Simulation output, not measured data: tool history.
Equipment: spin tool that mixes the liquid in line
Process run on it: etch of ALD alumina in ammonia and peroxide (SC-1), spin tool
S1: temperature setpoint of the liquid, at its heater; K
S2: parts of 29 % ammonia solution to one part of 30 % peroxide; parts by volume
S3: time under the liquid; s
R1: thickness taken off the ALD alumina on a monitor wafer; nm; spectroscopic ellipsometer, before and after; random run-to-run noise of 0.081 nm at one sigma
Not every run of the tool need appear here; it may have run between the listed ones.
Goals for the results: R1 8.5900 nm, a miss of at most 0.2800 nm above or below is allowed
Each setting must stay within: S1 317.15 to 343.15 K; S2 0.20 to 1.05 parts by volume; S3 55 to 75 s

| run | hour | S1 | S2 | S3 | R1 |
|---|---|---|---|---|---|
| 1 | 0.0 | 333.15 | 0.55 | 75 | 6.8067 |
| 2 | 4.3 | 333.15 | 0.35 | 75 | 6.3257 |
| 3 | 12.1 | 333.15 | 0.45 | 75 | 6.5508 |
| 4 | 21.1 | 327.15 | 0.45 | 75 | 4.7613 |
| 5 | 22.8 | 329.65 | 0.45 | 75 | 5.3998 |
| 6 | 27.4 | 331.65 | 0.45 | 75 | 6.1038 |
| 7 | 28.5 | 333.15 | 0.45 | 75 | 6.3963 |
| 8 | 36.9 | 340.65 | 0.45 | 75 | 9.4795 |

Which of these 4 next moves meets every target?
| A | 45.3 | 343.15 | 0.50 | 75 | ? |
| B | 45.3 | 337.65 | 0.65 | 75 | ? |
| C | 45.3 | 340.65 | 0.75 | 70 | ? |
| D | 45.3 | 337.15 | 0.40 | 75 | ? |

| move | R1 |
|---|---|
| A | 10.7910 |
| B | 8.4534 |
| C | 9.2718 |
| D | 7.8755 |
A: misses by more than the last run did
B: every result within its allowed miss
C: moves toward the targets from the last run without getting all of them in spec
D: takes the result that was furthest off past its target
B is the move that brings every result within its allowed miss.

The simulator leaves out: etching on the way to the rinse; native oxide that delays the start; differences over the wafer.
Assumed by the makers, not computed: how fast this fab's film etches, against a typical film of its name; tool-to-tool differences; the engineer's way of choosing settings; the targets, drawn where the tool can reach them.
